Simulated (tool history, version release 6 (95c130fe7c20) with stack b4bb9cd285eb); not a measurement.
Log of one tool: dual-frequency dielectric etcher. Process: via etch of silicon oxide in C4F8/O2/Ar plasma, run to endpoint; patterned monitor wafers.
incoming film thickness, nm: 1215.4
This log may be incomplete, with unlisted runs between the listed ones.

run 1 hour=0 | source_power_(W)=1920 bias_power_(W)=2571 | endpoint_time_(s)=214.68
run 2 hour=7.5 | source_power_(W)=1920 bias_power_(W)=2250 | endpoint_time_(s)=227.38
run 3 hour=10.7 | source_power_(W)=1920 bias_power_(W)=2409 | endpoint_time_(s)=217.67
run 4 hour=11.9 | source_power_(W)=2260 bias_power_(W)=2409 | endpoint_time_(s)=209.15
run 5 hour=19.5 | source_power_(W)=2070 bias_power_(W)=2246 | endpoint_time_(s)=220.84
run 6 hour=25 | source_power_(W)=2210 bias_power_(W)=2246 | endpoint_time_(s)=215.86
run 7 hour=29.4 | source_power_(W)=2040 bias_power_(W)=2131 | endpoint_time_(s)=226.37

Predict the results of run 8:
run 8 hour=35.8 | source_power_(W)=1900 bias_power_(W)=2060 | endpoint_time_(s)=?

Run 8 yielded endpoint time (s) 234.99.
